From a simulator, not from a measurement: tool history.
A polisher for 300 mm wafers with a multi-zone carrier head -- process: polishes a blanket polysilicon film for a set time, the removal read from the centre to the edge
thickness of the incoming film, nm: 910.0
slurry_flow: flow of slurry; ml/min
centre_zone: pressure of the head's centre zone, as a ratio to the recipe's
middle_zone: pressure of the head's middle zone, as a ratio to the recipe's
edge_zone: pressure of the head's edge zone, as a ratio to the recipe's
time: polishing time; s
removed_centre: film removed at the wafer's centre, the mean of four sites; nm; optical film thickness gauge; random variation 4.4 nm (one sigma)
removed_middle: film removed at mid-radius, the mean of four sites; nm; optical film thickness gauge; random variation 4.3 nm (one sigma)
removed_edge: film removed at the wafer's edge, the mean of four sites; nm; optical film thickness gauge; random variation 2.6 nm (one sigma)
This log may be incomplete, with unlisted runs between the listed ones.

{"run": 1, "hour": 0.0, "slurry_flow": 300, "centre_zone": 1, "middle_zone": 1, "edge_zone": 1, "time": 31, "removed_centre": 350.59, "removed_middle": 354.45, "removed_edge": 346.51}
{"run": 2, "hour": 5.0, "slurry_flow": 305, "centre_zone": 0.99, "middle_zone": 1, "edge_zone": 1.04, "time": 31, "removed_centre": 350.95, "removed_middle": 356.63, "removed_edge": 353.41}
{"run": 3, "hour": 9.1, "slurry_flow": 305, "centre_zone": 0.99, "middle_zone": 1.09, "edge_zone": 1.04, "time": 31, "removed_centre": 336.75, "removed_middle": 374.86, "removed_edge": 355.16}
{"run": 4, "hour": 13.4, "slurry_flow": 305, "centre_zone": 0.99, "middle_zone": 1.09, "edge_zone": 1.04, "time": 28, "removed_centre": 302.87, "removed_middle": 340.72, "removed_edge": 318.71}
{"run": 5, "hour": 15.4, "slurry_flow": 365, "centre_zone": 0.99, "middle_zone": 1.09, "edge_zone": 1.04, "time": 28, "removed_centre": 311.51, "removed_middle": 345.91, "removed_edge": 319.42}
{"run": 6, "hour": 17.8, "slurry_flow": 365, "centre_zone": 0.99, "middle_zone": 1.09, "edge_zone": 1.04, "time": 22, "removed_centre": 244.23, "removed_middle": 268.56, "removed_edge": 256.55}
{"run": 7, "hour": 20.4, "slurry_flow": 355, "centre_zone": 0.98, "middle_zone": 1.07, "edge_zone": 1.07, "time": 24, "removed_centre": 268.73, "removed_middle": 293.43, "removed_edge": 279.74}
{"run": 8, "hour": 25.7, "slurry_flow": 330, "centre_zone": 0.96, "middle_zone": 1.04, "edge_zone": 1.1, "time": 26, "removed_centre": 272.38, "removed_middle": 310.33, "removed_edge": 303.63}

For run 9, what comes out?
{"run": 9, "hour": 28.4, "slurry_flow": 320, "centre_zone": 0.97, "middle_zone": 1.02, "edge_zone": 1.12, "time": 28, "removed_centre": "?", "removed_middle": "?", "removed_edge": "?"}

Run 9 came out at removed_centre 296.82 nm, removed_middle 313.68 nm, removed_edge 332.46 nm.

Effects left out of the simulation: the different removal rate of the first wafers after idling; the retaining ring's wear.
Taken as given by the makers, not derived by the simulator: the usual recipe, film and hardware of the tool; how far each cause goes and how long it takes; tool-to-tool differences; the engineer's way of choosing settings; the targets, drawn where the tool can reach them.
